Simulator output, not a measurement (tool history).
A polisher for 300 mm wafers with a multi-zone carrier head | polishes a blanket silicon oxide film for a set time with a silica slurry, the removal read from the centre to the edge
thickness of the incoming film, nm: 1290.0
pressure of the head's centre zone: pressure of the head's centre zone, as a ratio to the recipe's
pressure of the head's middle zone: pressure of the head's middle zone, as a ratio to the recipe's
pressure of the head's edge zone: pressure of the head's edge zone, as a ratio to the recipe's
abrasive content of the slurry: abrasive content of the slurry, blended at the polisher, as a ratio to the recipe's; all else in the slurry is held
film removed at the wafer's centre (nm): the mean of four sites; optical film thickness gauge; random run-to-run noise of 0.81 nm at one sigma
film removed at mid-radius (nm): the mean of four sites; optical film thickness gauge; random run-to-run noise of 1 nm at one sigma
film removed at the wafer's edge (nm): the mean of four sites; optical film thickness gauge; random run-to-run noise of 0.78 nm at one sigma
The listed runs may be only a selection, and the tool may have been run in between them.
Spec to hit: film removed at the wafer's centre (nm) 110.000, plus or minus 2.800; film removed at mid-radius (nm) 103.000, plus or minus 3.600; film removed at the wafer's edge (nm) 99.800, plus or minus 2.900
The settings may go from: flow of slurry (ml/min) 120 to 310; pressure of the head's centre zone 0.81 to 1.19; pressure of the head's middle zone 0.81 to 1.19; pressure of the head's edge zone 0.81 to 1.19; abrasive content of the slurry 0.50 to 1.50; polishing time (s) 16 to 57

run,day,flow of slurry (ml/min),pressure of the head's centre zone,pressure of the head's middle zone,pressure of the head's edge zone,abrasive content of the slurry,polishing time (s),film removed at the wafer's centre (nm),film removed at mid-radius (nm),film removed at the wafer's edge (nm)
1,0.000,200,1.00,1.00,1.00,1.00,36,80.083,81.202,83.646
2,0.350,200,1.00,1.00,1.00,1.00,32,72.300,71.935,73.642
3,0.629,205,1.02,1.01,1.02,1.05,32,75.042,74.456,76.347
4,0.850,205,1.02,1.04,1.02,1.05,32,74.708,74.997,77.145
5,1.225,205,0.99,1.04,1.02,1.05,32,73.860,75.559,77.146
6,1.508,205,0.99,1.04,0.94,1.05,32,73.540,76.701,73.165
7,1.662,205,0.99,1.04,0.94,1.05,32,73.344,75.911,74.280
8,1.746,260,1.09,1.14,1.04,1.30,32,89.912,90.078,84.258
9,2.004,260,1.10,1.14,1.05,1.30,32,91.356,89.289,86.027
10,2.038,260,1.11,1.14,1.05,1.30,32,91.382,89.919,85.660
11,2.383,260,1.12,1.14,1.06,1.30,32,92.806,90.223,86.874
12,2.546,295,1.19,1.19,1.16,1.45,32,103.150,96.001,95.177

Exactly one of the 5 candidate moves below puts every result within its allowed miss. Which one?
A,2.708,290,1.13,1.05,1.19,1.50,33,?,?,?
B,2.708,250,1.17,1.19,1.18,1.30,32,?,?,?
C,2.708,305,1.10,1.17,1.19,1.45,30,?,?,?
D,2.708,310,1.19,1.19,1.17,1.50,33,?,?,?
E,2.708,290,1.04,1.17,1.12,1.40,34,?,?,?

move,film removed at the wafer's centre (nm),film removed at mid-radius (nm),film removed at the wafer's edge (nm)
A,102.080,91.388,98.378
B,95.918,90.422,89.148
C,89.818,88.879,88.618
D,108.380,100.190,97.835
E,94.533,99.075,95.801
A: moves away from the targets compared with the last run
B: moves away from the targets compared with the last run
C: moves away from the targets compared with the last run
D: meets every target
E: moves away from the targets compared with the last run
So the answer is move D, the one that meets all the targets.

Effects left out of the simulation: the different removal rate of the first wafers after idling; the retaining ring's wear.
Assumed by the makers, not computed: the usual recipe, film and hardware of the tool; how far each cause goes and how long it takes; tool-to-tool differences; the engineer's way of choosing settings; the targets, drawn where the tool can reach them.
